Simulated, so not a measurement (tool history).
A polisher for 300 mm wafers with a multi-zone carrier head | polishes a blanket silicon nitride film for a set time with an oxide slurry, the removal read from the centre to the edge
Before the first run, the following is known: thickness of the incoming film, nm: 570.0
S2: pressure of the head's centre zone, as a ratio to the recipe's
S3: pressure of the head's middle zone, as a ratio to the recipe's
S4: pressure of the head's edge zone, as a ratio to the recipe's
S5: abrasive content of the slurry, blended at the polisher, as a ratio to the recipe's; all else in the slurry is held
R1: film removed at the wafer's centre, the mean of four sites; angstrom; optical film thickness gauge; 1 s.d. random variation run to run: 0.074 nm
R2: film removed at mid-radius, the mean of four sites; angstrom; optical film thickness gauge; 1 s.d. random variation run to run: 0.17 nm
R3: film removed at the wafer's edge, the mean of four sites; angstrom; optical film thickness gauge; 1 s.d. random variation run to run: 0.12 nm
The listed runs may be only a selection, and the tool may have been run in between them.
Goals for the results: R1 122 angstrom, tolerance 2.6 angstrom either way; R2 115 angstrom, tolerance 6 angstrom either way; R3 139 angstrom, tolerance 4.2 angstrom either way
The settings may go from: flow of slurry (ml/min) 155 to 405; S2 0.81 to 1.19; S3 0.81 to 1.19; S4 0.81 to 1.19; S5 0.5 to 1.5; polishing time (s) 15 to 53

run 1 hour=0 | flow_of_slurry_(ml/min)=260 S2=1 S3=1 S4=1 S5=1 polishing_time_(s)=34 | R1=207.71 R2=198.31 R3=203.49
run 2 hour=7.1 | flow_of_slurry_(ml/min)=260 S2=1 S3=1 S4=1.09 S5=1 polishing_time_(s)=34 | R1=207.59 R2=201.41 R3=210.4
run 3 hour=11.9 | flow_of_slurry_(ml/min)=260 S2=0.95 S3=1 S4=1.09 S5=1 polishing_time_(s)=34 | R1=196.8 R2=202.23 R3=209.24
run 4 hour=15.6 | flow_of_slurry_(ml/min)=200 S2=0.95 S3=1 S4=1.09 S5=1 polishing_time_(s)=34 | R1=189.5 R2=192.08 R3=204.47
run 5 hour=20.3 | flow_of_slurry_(ml/min)=200 S2=0.95 S3=1.07 S4=1.09 S5=1 polishing_time_(s)=34 | R1=188.69 R2=210.04 R3=203.45
run 6 hour=24.9 | flow_of_slurry_(ml/min)=200 S2=0.95 S3=1.07 S4=1.09 S5=0.9 polishing_time_(s)=34 | R1=179.19 R2=193.26 R3=193.08
run 7 hour=27.1 | flow_of_slurry_(ml/min)=195 S2=0.93 S3=1.05 S4=1.07 S5=0.85 polishing_time_(s)=34 | R1=170.65 R2=189.17 R3=187.73
run 8 hour=29.4 | flow_of_slurry_(ml/min)=190 S2=0.92 S3=1.01 S4=1.06 S5=0.8 polishing_time_(s)=33 | R1=159.99 R2=169.98 R3=176.88
run 9 hour=35.7 | flow_of_slurry_(ml/min)=185 S2=0.91 S3=0.98 S4=1.04 S5=0.75 polishing_time_(s)=33 | R1=151.02 R2=162.14 R3=168.86
run 10 hour=37.1 | flow_of_slurry_(ml/min)=180 S2=0.91 S3=0.95 S4=1.04 S5=0.7 polishing_time_(s)=33 | R1=146.03 R2=147.69 R3=162.46
run 11 hour=45.2 | flow_of_slurry_(ml/min)=175 S2=0.9 S3=0.93 S4=1.03 S5=0.65 polishing_time_(s)=33 | R1=137.16 R2=144.88 R3=152.76
run 12 hour=47.1 | flow_of_slurry_(ml/min)=170 S2=0.9 S3=0.91 S4=1.05 S5=0.65 polishing_time_(s)=33 | R1=137.06 R2=137.43 R3=153.75
run 13 hour=47.7 | flow_of_slurry_(ml/min)=170 S2=0.9 S3=0.89 S4=1.05 S5=0.65 polishing_time_(s)=33 | R1=136.9 R2=133.85 R3=155.41
run 14 hour=54.5 | flow_of_slurry_(ml/min)=170 S2=0.9 S3=0.88 S4=1.04 S5=0.65 polishing_time_(s)=33 | R1=137.36 R2=133.02 R3=155.92
run 15 hour=58.7 | flow_of_slurry_(ml/min)=170 S2=0.87 S3=0.81 S4=0.97 S5=0.5 polishing_time_(s)=32 | R1=110.11 R2=105.62 R3=126.97
run 16 hour=61.1 | flow_of_slurry_(ml/min)=240 S2=0.9 S3=0.85 S4=1.06 S5=0.5 polishing_time_(s)=31 | R1=116.45 R2=112.2 R3=131.66
run 17 hour=66 | flow_of_slurry_(ml/min)=240 S2=0.9 S3=0.85 S4=1.07 S5=0.5 polishing_time_(s)=31 | R1=118.41 R2=111.82 R3=132.47
run 18 hour=68.8 | flow_of_slurry_(ml/min)=240 S2=0.9 S3=0.85 S4=1.08 S5=0.5 polishing_time_(s)=31 | R1=117.06 R2=110.48 R3=132.54
run 19 hour=77.5 | flow_of_slurry_(ml/min)=240 S2=0.9 S3=0.86 S4=1.09 S5=0.5 polishing_time_(s)=31 | R1=117.33 R2=111.28 R3=133.86
run 20 hour=81.2 | flow_of_slurry_(ml/min)=240 S2=0.9 S3=0.87 S4=1.1 S5=0.5 polishing_time_(s)=31 | R1=117.63 R2=112.73 R3=132.61
run 21 hour=83.9 | flow_of_slurry_(ml/min)=240 S2=0.9 S3=0.87 S4=1.11 S5=0.5 polishing_time_(s)=31 | R1=118.84 R2=117.25 R3=134.24
run 22 hour=92.1 | flow_of_slurry_(ml/min)=240 S2=0.9 S3=0.86 S4=1.12 S5=0.5 polishing_time_(s)=31 | R1=117.64 R2=110.85 R3=131.61

Consider the 5 candidate settings below. Which is the only one whose results all fall within their allowed miss of target?
run A hour=100.3 | flow_of_slurry_(ml/min)=225 S2=1 S3=0.87 S4=1.12 S5=0.55 polishing_time_(s)=28 | R1=? R2=? R3=?
run B hour=100.3 | flow_of_slurry_(ml/min)=310 S2=0.94 S3=0.96 S4=1.12 S5=0.5 polishing_time_(s)=28 | R1=? R2=? R3=?
run C hour=100.3 | flow_of_slurry_(ml/min)=190 S2=0.88 S3=0.92 S4=1.15 S5=0.5 polishing_time_(s)=32 | R1=? R2=? R3=?
run D hour=100.3 | flow_of_slurry_(ml/min)=215 S2=1.01 S3=0.96 S4=1.06 S5=0.5 polishing_time_(s)=28 | R1=? R2=? R3=?
run E hour=100.3 | flow_of_slurry_(ml/min)=190 S2=0.93 S3=0.87 S4=1.18 S5=0.75 polishing_time_(s)=26 | R1=? R2=? R3=?

move=A R1=122.21 R2=106.9 R3=128.66
move=B R1=114.08 R2=114.2 R3=125.25
move=C R1=113.92 R2=117.9 R3=137.46
move=D R1=115.92 R2=109.06 R3=118.89
move=E R1=121.58 R2=114.16 R3=140.75
A: moves away from the targets compared with the last run
B: moves away from the targets compared with the last run
C: the worst result of the last run now meets its target, but another is out of spec
D: moves away from the targets compared with the last run
E: in spec on every target
Answer: E
